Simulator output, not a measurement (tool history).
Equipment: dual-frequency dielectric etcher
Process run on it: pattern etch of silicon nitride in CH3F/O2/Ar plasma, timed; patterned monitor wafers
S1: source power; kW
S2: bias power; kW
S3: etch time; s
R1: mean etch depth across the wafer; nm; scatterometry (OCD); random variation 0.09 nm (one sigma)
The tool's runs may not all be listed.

run  hour    S1     S2    S3      R1
  1     0  0.49  0.092  35.5  28.327
  2   2.1  0.49  0.092  32.5  25.879
  3     9  0.49  0.092  35.5   28.38
  4  12.7  0.46  0.089  35.5  27.228
  5    19  0.44  0.087  35.5   26.62
  6  27.4  0.48  0.087  35.5  27.783
  7  29.2  0.48  0.087  35.5  27.622
  8  37.5  0.45  0.085  35.5  26.719

Run 9 comes next. What will it give?
  9  43.2  0.43  0.083  35.5   ?

{"run 9": {"R1": 25.998}}
